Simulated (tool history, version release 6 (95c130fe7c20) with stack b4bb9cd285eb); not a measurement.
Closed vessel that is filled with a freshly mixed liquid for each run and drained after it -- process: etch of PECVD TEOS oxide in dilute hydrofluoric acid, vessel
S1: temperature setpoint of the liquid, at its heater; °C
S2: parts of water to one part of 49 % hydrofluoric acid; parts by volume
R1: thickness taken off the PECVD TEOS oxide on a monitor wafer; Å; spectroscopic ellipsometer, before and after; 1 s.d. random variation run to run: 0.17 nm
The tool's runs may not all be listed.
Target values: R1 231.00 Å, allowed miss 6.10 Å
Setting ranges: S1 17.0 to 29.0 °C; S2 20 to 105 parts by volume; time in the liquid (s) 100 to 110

{"run": 1, "hour": 0.0, "S1": 21.0, "S2": 55, "time in the liquid (s)": 100, "R1": 286.52}
{"run": 2, "hour": 9.0, "S1": 21.0, "S2": 55, "time in the liquid (s)": 110, "R1": 313.13}
{"run": 3, "hour": 18.1, "S1": 21.0, "S2": 55, "time in the liquid (s)": 100, "R1": 283.77}
{"run": 4, "hour": 24.8, "S1": 18.0, "S2": 55, "time in the liquid (s)": 100, "R1": 250.51}
{"run": 5, "hour": 30.9, "S1": 17.5, "S2": 55, "time in the liquid (s)": 100, "R1": 240.88}
{"run": 6, "hour": 33.2, "S1": 17.0, "S2": 55, "time in the liquid (s)": 100, "R1": 240.05}
{"run": 7, "hour": 34.8, "S1": 17.0, "S2": 55, "time in the liquid (s)": 100, "R1": 241.79}
{"run": 8, "hour": 40.3, "S1": 17.0, "S2": 60, "time in the liquid (s)": 100, "R1": 217.97}

Which of these 4 next moves meets every target?
{"run": "A", "hour": 45.8, "S1": 17.5, "S2": 55, "time in the liquid (s)": 100, "R1": "?"}
{"run": "B", "hour": 45.8, "S1": 18.0, "S2": 65, "time in the liquid (s)": 105, "R1": "?"}
{"run": "C", "hour": 45.8, "S1": 18.0, "S2": 60, "time in the liquid (s)": 100, "R1": "?"}
{"run": "D", "hour": 45.8, "S1": 18.0, "S2": 70, "time in the liquid (s)": 110, "R1": "?"}

move=A R1=245.52
move=B R1=220.38
move=C R1=228.66
move=D R1=213.19
A: takes the result that was furthest off past its target
B: moves toward the targets from the last run without getting all of them in spec
C: every result lands within tolerance
D: moves away from the targets compared with the last run
Answer: C

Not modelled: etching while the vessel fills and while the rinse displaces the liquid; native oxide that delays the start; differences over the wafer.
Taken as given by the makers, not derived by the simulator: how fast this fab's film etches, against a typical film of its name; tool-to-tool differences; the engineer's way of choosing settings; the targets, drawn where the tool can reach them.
